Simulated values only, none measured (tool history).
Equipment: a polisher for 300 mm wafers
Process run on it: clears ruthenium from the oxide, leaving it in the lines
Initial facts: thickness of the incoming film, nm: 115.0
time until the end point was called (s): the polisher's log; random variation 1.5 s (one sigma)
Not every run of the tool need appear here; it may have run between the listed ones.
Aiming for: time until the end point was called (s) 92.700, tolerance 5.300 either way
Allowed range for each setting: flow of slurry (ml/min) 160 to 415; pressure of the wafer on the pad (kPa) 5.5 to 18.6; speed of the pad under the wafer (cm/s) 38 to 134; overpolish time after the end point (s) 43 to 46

run  hour  flow of slurry (ml/min)  pressure of the wafer on the pad (kPa)  speed of the pad under the wafer (cm/s)  overpolish time after the end point (s)  time until the end point was called (s)
  1   0.0                      265                                    11.7                                       86                                       43                                  134.230
  2   6.3                      265                                    11.7                                       86                                       43                                  131.150
  3   7.4                      265                                    12.4                                       86                                       43                                  129.300
  4  12.8                      230                                    12.4                                       86                                       43                                  129.040
  5  21.6                      230                                    11.0                                       86                                       43                                  141.420
  6  29.9                      230                                    11.0                                       86                                       43                                  143.600
  7  33.9                      230                                    14.5                                       90                                       43                                  105.970
  8  35.5                      230                                    15.2                                       90                                       43                                   98.987
  9  40.8                      230                                    15.9                                       90                                       43                                  100.230

Exercise: of the 4 proposed moves below, exactly one satisfies all targets within the stated allowed misses. Which move is it?
  A  46.1                      250                                    15.2                                      120                                       43                                        ?
  B  46.1                      230                                    16.5                                       80                                       46                                        ?
  C  46.1                      200                                    18.6                                      102                                       45                                        ?
  D  46.1                      165                                    15.2                                      108                                       44                                        ?

move  time until the end point was called (s)
   A                                   82.565
   B                                  103.590
   C                                   78.812
   D                                   95.208
A: the result that was furthest off in the last run now lies on the other side of its target
B: misses by more than the last run did
C: the result that was furthest off in the last run now lies on the other side of its target
D: in spec on every target
Correct choice: D, which meets every target
